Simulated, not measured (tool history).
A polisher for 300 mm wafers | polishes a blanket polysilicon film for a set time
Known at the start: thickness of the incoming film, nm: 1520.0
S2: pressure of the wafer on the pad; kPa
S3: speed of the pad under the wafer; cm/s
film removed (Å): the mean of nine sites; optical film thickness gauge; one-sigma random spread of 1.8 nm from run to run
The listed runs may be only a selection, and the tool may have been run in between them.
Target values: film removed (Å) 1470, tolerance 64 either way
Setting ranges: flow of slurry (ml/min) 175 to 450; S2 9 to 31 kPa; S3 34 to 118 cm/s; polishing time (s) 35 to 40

run 1 hour=0 | flow_of_slurry_(ml/min)=290 S2=20 S3=76 polishing_time_(s)=40 | film_removed_(Å)=2245.3
run 2 hour=7.4 | flow_of_slurry_(ml/min)=290 S2=19.3 S3=76 polishing_time_(s)=40 | film_removed_(Å)=2170
run 3 hour=10.1 | flow_of_slurry_(ml/min)=290 S2=19.3 S3=76 polishing_time_(s)=35 | film_removed_(Å)=1889
run 4 hour=16 | flow_of_slurry_(ml/min)=290 S2=18.6 S3=76 polishing_time_(s)=35 | film_removed_(Å)=1799.2
run 5 hour=24.7 | flow_of_slurry_(ml/min)=290 S2=17.2 S3=76 polishing_time_(s)=35 | film_removed_(Å)=1700
run 6 hour=31.4 | flow_of_slurry_(ml/min)=290 S2=17.2 S3=88 polishing_time_(s)=35 | film_removed_(Å)=1990.1
run 7 hour=36.3 | flow_of_slurry_(ml/min)=290 S2=16.5 S3=88 polishing_time_(s)=35 | film_removed_(Å)=1921.6
run 8 hour=42 | flow_of_slurry_(ml/min)=290 S2=15.9 S3=88 polishing_time_(s)=35 | film_removed_(Å)=1824.3
run 9 hour=42.8 | flow_of_slurry_(ml/min)=290 S2=15.2 S3=88 polishing_time_(s)=35 | film_removed_(Å)=1752
run 10 hour=50.3 | flow_of_slurry_(ml/min)=290 S2=13.8 S3=88 polishing_time_(s)=35 | film_removed_(Å)=1562

Which one of the following 4 next-run settings gets every result inside its allowed miss? There is exactly one.
run A hour=57.8 | flow_of_slurry_(ml/min)=235 S2=12.4 S3=92 polishing_time_(s)=35 | film_removed_(Å)=?
run B hour=57.8 | flow_of_slurry_(ml/min)=290 S2=15.2 S3=88 polishing_time_(s)=35 | film_removed_(Å)=?
run C hour=57.8 | flow_of_slurry_(ml/min)=300 S2=15.2 S3=90 polishing_time_(s)=36 | film_removed_(Å)=?
run D hour=57.8 | flow_of_slurry_(ml/min)=265 S2=14.5 S3=80 polishing_time_(s)=40 | film_removed_(Å)=?

move=A film_removed_(Å)=1474.6
move=B film_removed_(Å)=1738.8
move=C film_removed_(Å)=1832.5
move=D film_removed_(Å)=1720.6
A: every result lands within tolerance
B: moves away from the targets compared with the last run
C: moves away from the targets compared with the last run
D: moves away from the targets compared with the last run
So the answer is move A, the one that meets all the targets.

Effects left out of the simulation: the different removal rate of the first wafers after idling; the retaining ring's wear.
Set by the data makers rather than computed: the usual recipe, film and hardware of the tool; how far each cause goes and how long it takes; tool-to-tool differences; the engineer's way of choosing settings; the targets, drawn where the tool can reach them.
